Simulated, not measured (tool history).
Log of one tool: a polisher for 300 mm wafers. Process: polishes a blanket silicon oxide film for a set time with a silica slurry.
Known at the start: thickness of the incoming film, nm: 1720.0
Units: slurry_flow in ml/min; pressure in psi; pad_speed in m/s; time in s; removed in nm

{"run": 1, "hour": 0.0, "slurry_flow": 150, "pressure": 3.3, "pad_speed": 1.3, "slurry_solids": 1.0, "time": 28, "removed": 68.043}
{"run": 2, "hour": 8.5, "slurry_flow": 150, "pressure": 3.3, "pad_speed": 1.3, "slurry_solids": 1.0, "time": 28, "removed": 67.026}
{"run": 3, "hour": 10.7, "slurry_flow": 155, "pressure": 3.7, "pad_speed": 1.3, "slurry_solids": 1.0, "time": 28, "removed": 76.788}
{"run": 4, "hour": 16.1, "slurry_flow": 160, "pressure": 4.0, "pad_speed": 1.3, "slurry_solids": 1.0, "time": 28, "removed": 82.256}
{"run": 5, "hour": 24.8, "slurry_flow": 160, "pressure": 3.7, "pad_speed": 1.3, "slurry_solids": 1.0, "time": 28, "removed": 75.22}
{"run": 6, "hour": 26.8, "slurry_flow": 160, "pressure": 4.0, "pad_speed": 1.3, "slurry_solids": 1.0, "time": 28, "removed": 81.429}
{"run": 7, "hour": 31.8, "slurry_flow": 160, "pressure": 4.3, "pad_speed": 1.3, "slurry_solids": 1.0, "time": 28, "removed": 86.807}
{"run": 8, "hour": 37.7, "slurry_flow": 165, "pressure": 4.5, "pad_speed": 1.3, "slurry_solids": 1.0, "time": 28, "removed": 91.646}
{"run": 9, "hour": 43.4, "slurry_flow": 165, "pressure": 4.7, "pad_speed": 1.3, "slurry_solids": 1.0, "time": 28, "removed": 95.473}
{"run": 10, "hour": 51.2, "slurry_flow": 165, "pressure": 4.8, "pad_speed": 1.3, "slurry_solids": 1.0, "time": 28, "removed": 95.058}
{"run": 11, "hour": 59.0, "slurry_flow": 165, "pressure": 4.8, "pad_speed": 1.3, "slurry_solids": 1.0, "time": 28, "removed": 99.578}

Run 12 comes next. What will it give?
{"run": 12, "hour": 66.5, "slurry_flow": 165, "pressure": 4.9, "pad_speed": 1.3, "slurry_solids": 1.0, "time": 28, "removed": "?"}

{"run 12": {"removed": 98.062}}
